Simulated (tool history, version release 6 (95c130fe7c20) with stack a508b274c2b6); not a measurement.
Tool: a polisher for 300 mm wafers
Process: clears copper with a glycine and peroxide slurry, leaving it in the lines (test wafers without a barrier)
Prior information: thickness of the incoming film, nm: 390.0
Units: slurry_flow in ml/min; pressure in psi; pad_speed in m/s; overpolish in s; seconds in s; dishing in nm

run,day,slurry_flow,pressure,pad_speed,overpolish,seconds,dishing
1,0,270,1.9,1.06,25,80.8,69.584
2,0.238,220,1.9,1.06,25,82.827,63.752
3,0.371,220,1.4,1.06,25,98.643,59.372
4,0.625,165,1.4,1.06,25,101.66,58.453
5,0.788,165,1.4,0.86,25,117.63,54.907
6,1.138,170,1.8,0.96,26,95.54,61.813

Predict the results of run 7:
7,1.454,180,2.1,1.04,27,?,?

Run 7 measured seconds 79.479 s, dishing 71.482 nm.

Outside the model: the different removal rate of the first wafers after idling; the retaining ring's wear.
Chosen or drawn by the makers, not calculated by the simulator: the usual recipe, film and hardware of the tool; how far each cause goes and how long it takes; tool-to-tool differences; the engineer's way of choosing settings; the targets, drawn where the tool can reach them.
